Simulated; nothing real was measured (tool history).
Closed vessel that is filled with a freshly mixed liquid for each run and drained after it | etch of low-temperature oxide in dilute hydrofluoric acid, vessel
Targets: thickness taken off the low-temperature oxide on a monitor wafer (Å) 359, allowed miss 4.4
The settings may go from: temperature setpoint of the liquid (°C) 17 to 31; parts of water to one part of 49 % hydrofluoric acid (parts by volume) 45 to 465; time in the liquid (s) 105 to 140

run,day,temperature setpoint of the liquid (°C),parts of water to one part of 49 % hydrofluoric acid (parts by volume),time in the liquid (s),thickness taken off the low-temperature oxide on a monitor wafer (Å)
1,0,23,255,140,142.23
2,0.092,24.5,235,140,166.73
3,0.221,24.5,235,105,124.3
4,0.425,24.5,235,105,124.7
5,0.746,24.5,235,140,166.31
6,0.988,22.5,235,140,155.82
7,1.175,24,210,140,187.12
8,1.358,25,195,140,213.32
9,1.712,26,185,140,235.19
10,2.054,27,180,140,254.66
11,2.258,27.5,175,140,267.1
12,2.371,28,170,140,280.8
13,2.571,28.5,165,140,297.17
14,2.733,29,165,140,301.87
15,2.838,29.5,160,140,319.38
16,2.929,30,160,140,326.75

Which of these 5 next moves meets every target?
A,3.021,29.5,150,140,?
B,3.021,30.5,145,140,?
C,3.021,30,155,140,?
D,3.021,29,135,105,?
E,3.021,29.5,145,140,?

move,thickness taken off the low-temperature oxide on a monitor wafer (Å)
A,346.15
B,373.67
C,338.85
D,288.83
E,360.42
A: nearer than the last run, and not there yet
B: takes the result that was furthest off past its target
C: nearer than the last run, and not there yet
D: further off than the last run
E: meets every target
Move E is the one to make.
